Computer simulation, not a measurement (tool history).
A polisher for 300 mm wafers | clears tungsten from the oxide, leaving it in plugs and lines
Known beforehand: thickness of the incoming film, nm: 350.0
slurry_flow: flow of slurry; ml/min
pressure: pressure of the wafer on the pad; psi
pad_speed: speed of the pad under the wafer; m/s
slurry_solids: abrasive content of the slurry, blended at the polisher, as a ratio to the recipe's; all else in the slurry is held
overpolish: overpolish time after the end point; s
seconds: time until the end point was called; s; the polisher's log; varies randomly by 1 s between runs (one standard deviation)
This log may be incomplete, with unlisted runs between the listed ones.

run  hour  slurry_flow  pressure  pad_speed  slurry_solids  overpolish  seconds
  1     0          155       3.5       1.02              1          11   84.921
  2   2.5          130       3.5       1.02              1          11   87.112
  3   4.5          130       3.5       1.02            1.1          11   87.431
  4   8.3          130       3.5       1.02           1.25          11   83.161
  5  12.7          130       3.9       1.04           1.25          11    76.12
  6  15.5          130       3.9       1.24           1.25          11   64.969

Run 7 comes next. What will it give?
  7  24.3          130         4       1.24           1.25          11        ?

Run 7 gave seconds 66.057 s.

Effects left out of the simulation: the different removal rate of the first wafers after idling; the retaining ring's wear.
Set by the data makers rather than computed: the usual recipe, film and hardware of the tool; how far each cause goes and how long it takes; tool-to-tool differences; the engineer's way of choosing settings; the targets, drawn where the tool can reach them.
